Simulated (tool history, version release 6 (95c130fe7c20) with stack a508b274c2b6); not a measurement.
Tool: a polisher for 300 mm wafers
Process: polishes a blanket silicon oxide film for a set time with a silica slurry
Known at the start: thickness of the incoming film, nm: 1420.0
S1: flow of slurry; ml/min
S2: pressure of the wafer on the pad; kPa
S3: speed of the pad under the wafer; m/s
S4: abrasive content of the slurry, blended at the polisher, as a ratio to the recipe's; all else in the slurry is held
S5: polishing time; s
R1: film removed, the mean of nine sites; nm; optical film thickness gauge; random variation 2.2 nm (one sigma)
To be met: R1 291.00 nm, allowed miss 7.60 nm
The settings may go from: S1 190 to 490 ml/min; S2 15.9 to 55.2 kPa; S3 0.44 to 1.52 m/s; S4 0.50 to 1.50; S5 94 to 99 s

run	hour	S1	S2	S3	S4	S5	R1
1	0.0	315	35.2	0.98	1.00	94	340.99
2	6.6	360	35.2	0.98	1.00	94	348.76
3	13.5	430	35.2	0.98	1.00	94	351.44
4	21.5	430	33.1	0.98	1.00	94	330.02
5	26.0	430	31.7	0.98	1.00	94	321.66
6	29.8	430	37.2	0.98	1.00	94	360.89
7	38.0	430	34.5	0.98	1.00	94	348.08
8	43.3	425	32.4	0.98	1.00	94	329.17

Which of these 5 next moves meets every target?
A	48.6	445	33.1	1.20	1.05	94	?
B	48.6	385	34.5	0.98	1.25	95	?
C	48.6	350	30.3	0.92	0.95	95	?
D	48.6	365	33.1	0.94	0.95	94	?
E	48.6	480	37.2	0.76	1.15	97	?

move	R1
A	393.19
B	396.56
C	293.20
D	314.37
E	362.01
A: further off than the last run
B: further off than the last run
C: meets every target
D: nearer than the last run, and not there yet
E: further off than the last run
Move C is the one to make.
